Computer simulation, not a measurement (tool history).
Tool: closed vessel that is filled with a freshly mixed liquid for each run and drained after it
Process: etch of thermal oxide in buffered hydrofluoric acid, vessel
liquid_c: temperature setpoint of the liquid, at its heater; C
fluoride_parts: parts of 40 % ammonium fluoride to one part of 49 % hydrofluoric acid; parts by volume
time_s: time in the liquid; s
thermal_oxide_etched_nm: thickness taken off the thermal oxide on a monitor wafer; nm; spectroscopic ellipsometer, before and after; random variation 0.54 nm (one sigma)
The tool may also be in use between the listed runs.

| run | hour | liquid_c | fluoride_parts | time_s | thermal_oxide_etched_nm |
|---|---|---|---|---|---|
| 1 | 0.0 | 21.0 | 13.5 | 100 | 66.770 |
| 2 | 7.3 | 24.5 | 13.5 | 100 | 81.771 |
| 3 | 14.4 | 24.5 | 10.5 | 100 | 105.090 |
| 4 | 20.5 | 24.5 | 10.5 | 100 | 105.930 |
| 5 | 28.0 | 24.5 | 10.5 | 100 | 104.430 |
| 6 | 29.3 | 22.5 | 11.0 | 100 | 90.119 |
| 7 | 36.6 | 21.0 | 11.5 | 100 | 78.282 |

Run 8 comes next. What will it give?
| 8 | 45.3 | 20.0 | 11.5 | 100 | ? |

Run 8 gave thermal_oxide_etched_nm 73.716 nm.
